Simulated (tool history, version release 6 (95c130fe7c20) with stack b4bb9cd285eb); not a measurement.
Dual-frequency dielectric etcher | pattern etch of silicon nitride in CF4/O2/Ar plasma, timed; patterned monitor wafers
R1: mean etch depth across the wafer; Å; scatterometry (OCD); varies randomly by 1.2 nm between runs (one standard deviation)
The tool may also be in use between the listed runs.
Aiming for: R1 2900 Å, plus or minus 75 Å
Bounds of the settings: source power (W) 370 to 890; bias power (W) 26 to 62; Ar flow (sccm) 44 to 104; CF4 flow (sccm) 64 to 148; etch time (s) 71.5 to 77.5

run 1 day=0 | source_power_(W)=630 bias_power_(W)=44 Ar_flow_(sccm)=74 CF4_flow_(sccm)=106 etch_time_(s)=77.5 | R1=1958.1
run 2 day=0.321 | source_power_(W)=630 bias_power_(W)=44 Ar_flow_(sccm)=84 CF4_flow_(sccm)=106 etch_time_(s)=77.5 | R1=1933.6
run 3 day=0.596 | source_power_(W)=680 bias_power_(W)=45 Ar_flow_(sccm)=84 CF4_flow_(sccm)=107 etch_time_(s)=77.5 | R1=2120.8
run 4 day=0.879 | source_power_(W)=680 bias_power_(W)=45 Ar_flow_(sccm)=84 CF4_flow_(sccm)=97 etch_time_(s)=77.5 | R1=2102.3
run 5 day=0.954 | source_power_(W)=720 bias_power_(W)=45 Ar_flow_(sccm)=84 CF4_flow_(sccm)=97 etch_time_(s)=77.5 | R1=2241.9
run 6 day=1.288 | source_power_(W)=720 bias_power_(W)=50 Ar_flow_(sccm)=84 CF4_flow_(sccm)=97 etch_time_(s)=77.5 | R1=2365.2
run 7 day=1.392 | source_power_(W)=740 bias_power_(W)=50 Ar_flow_(sccm)=84 CF4_flow_(sccm)=97 etch_time_(s)=77.5 | R1=2432.6
run 8 day=1.438 | source_power_(W)=760 bias_power_(W)=50 Ar_flow_(sccm)=84 CF4_flow_(sccm)=97 etch_time_(s)=77.5 | R1=2489.6
run 9 day=1.667 | source_power_(W)=780 bias_power_(W)=50 Ar_flow_(sccm)=84 CF4_flow_(sccm)=97 etch_time_(s)=77.5 | R1=2555.1

Below are 4 possible settings for the next run. Only one of them brings all results inside the allowed miss of their targets. Which is it?
run A day=1.896 | source_power_(W)=820 bias_power_(W)=50 Ar_flow_(sccm)=85 CF4_flow_(sccm)=106 etch_time_(s)=77.5 | R1=?
run B day=1.896 | source_power_(W)=750 bias_power_(W)=49 Ar_flow_(sccm)=89 CF4_flow_(sccm)=99 etch_time_(s)=71.5 | R1=?
run C day=1.896 | source_power_(W)=890 bias_power_(W)=49 Ar_flow_(sccm)=83 CF4_flow_(sccm)=85 etch_time_(s)=77.5 | R1=?
run D day=1.896 | source_power_(W)=830 bias_power_(W)=48 Ar_flow_(sccm)=67 CF4_flow_(sccm)=94 etch_time_(s)=77.5 | R1=?

move=A R1=2718.3
move=B R1=2239.7
move=C R1=2871.3
move=D R1=2738
A: nearer the targets than the last run, but a result is still out of spec
B: lands further from the targets than the last run did
C: in spec on every target
D: nearer the targets than the last run, but a result is still out of spec
C is the move that brings every result within its allowed miss.
